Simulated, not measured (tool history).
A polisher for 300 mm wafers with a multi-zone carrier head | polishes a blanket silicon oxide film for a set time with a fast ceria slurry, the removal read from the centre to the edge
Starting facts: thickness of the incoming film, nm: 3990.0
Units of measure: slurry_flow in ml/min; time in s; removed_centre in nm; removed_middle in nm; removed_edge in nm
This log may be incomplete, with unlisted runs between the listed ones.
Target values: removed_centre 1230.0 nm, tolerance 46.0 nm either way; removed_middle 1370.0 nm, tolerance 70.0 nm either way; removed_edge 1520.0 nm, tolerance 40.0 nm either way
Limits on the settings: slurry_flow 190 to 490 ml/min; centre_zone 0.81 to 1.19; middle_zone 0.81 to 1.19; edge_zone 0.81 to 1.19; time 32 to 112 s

run,hour,slurry_flow,centre_zone,middle_zone,edge_zone,time,removed_centre,removed_middle,removed_edge
1,0.0,315,1.00,1.00,1.00,72,1120.7,1193.5,1148.6
2,7.1,315,0.98,0.98,1.05,76,1145.9,1205.0,1253.0
3,9.1,390,0.98,0.98,1.05,76,1183.0,1235.5,1276.6
4,13.5,390,0.98,0.98,0.98,76,1198.5,1227.6,1233.8
5,16.1,395,0.96,0.98,1.03,78,1173.7,1268.3,1284.5
6,24.9,395,0.96,0.98,1.10,78,1192.3,1254.7,1334.8
7,27.6,390,0.94,0.98,1.12,80,1199.3,1270.9,1373.2
8,31.7,390,0.92,0.98,1.14,82,1204.0,1345.5,1432.1
9,34.4,390,0.92,0.97,1.15,83,1193.4,1321.3,1435.5

Pick the move, out of 4, that brings all results within their allowed miss; only one does.
A,37.1,385,0.92,0.99,1.13,92,?,?,?
B,37.1,405,0.95,0.90,1.19,91,?,?,?
C,37.1,345,0.92,0.98,1.19,86,?,?,?
D,37.1,440,0.90,1.02,1.13,94,?,?,?

move,removed_centre,removed_middle,removed_edge
A,1337.5,1491.1,1617.5
B,1371.5,1366.8,1650.4
C,1237.5,1369.1,1542.3
D,1351.5,1578.1,1664.7
A: the result that was furthest off in the last run now lies on the other side of its target
B: the result that was furthest off in the last run now lies on the other side of its target
C: meets every target
D: the result that was furthest off in the last run now lies on the other side of its target
So the answer is move C, the one that meets all the targets.
